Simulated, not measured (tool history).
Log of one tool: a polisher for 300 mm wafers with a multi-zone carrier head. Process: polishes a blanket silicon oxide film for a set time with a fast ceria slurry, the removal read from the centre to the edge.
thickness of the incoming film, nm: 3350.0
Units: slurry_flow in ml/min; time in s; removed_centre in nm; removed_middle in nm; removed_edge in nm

run,hour,slurry_flow,centre_zone,middle_zone,edge_zone,time,removed_centre,removed_middle,removed_edge
1,0,315,1,1,1,44,860.08,862.66,872.09
2,8,315,0.97,1.03,1.05,50,954.54,995.18,1006
3,11.8,315,0.97,1.03,1.08,50,955.38,1011.8,1028.3
4,18.1,320,0.94,1.05,1.11,54,1002.7,1109.7,1123.2
5,25.5,320,0.94,1.05,1.05,54,1009.4,1116.3,1081.2
6,34.3,320,0.94,0.99,1.05,54,994.99,1038.7,1092
# hour 39.5: worn pad replaced by a new one
7,39.5,320,0.92,1.02,1.09,57,1094.6,1202.6,1261.1
8,47.3,320,0.91,1.04,1.12,58,1105.9,1229.5,1292.4
9,54.2,325,0.9,1.06,1.14,59,1119.3,1302.3,1324.6

Run 10 comes next. What will it give?
10,61.1,330,0.89,1.07,1.16,59,?,?,?

{"run 10": {"removed_centre": 1120.8, "removed_middle": 1326.6, "removed_edge": 1345.1}}

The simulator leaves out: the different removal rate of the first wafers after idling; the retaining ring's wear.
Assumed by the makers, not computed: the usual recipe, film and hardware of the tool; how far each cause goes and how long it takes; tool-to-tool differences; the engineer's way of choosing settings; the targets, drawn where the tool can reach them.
